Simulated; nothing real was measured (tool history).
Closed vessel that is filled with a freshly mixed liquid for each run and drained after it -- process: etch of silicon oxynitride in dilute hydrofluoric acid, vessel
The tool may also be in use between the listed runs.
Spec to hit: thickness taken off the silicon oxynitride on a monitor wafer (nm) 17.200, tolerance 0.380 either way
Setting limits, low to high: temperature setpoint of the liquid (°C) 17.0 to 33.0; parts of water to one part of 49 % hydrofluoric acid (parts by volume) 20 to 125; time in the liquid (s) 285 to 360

run,day,temperature setpoint of the liquid (°C),parts of water to one part of 49 % hydrofluoric acid (parts by volume),time in the liquid (s),thickness taken off the silicon oxynitride on a monitor wafer (nm)
1,0.000,25.0,70,360,13.206
2,0.079,26.5,70,360,14.286
3,0.246,23.0,70,360,12.067
4,0.462,25.0,70,360,13.303
5,0.646,26.5,70,360,14.274
6,0.683,26.5,70,285,11.245
7,0.750,28.0,65,285,13.087
8,1.021,28.0,65,285,13.260
9,1.108,29.0,65,285,13.684
10,1.346,30.0,65,285,14.461
11,1.650,30.5,65,285,14.754
12,2.012,31.0,65,285,15.131
13,2.158,31.5,65,285,15.489
14,2.300,32.0,65,285,15.751
15,2.583,32.5,65,285,16.124
16,2.817,33.0,65,285,16.382

Of the 5 settings listed for the next run, only one would bring every result within its allowed miss of target. Which one?
A,3.050,32.5,75,330,?
B,3.050,33.0,65,310,?
C,3.050,31.0,65,285,?
D,3.050,32.5,70,295,?
E,3.050,31.0,65,325,?

move,thickness taken off the silicon oxynitride on a monitor wafer (nm)
A,16.015
B,17.956
C,15.079
D,15.426
E,17.195
A: further off than the last run
B: takes the result that was furthest off past its target
C: further off than the last run
D: further off than the last run
E: in spec on every target
The move that meets every target is E.
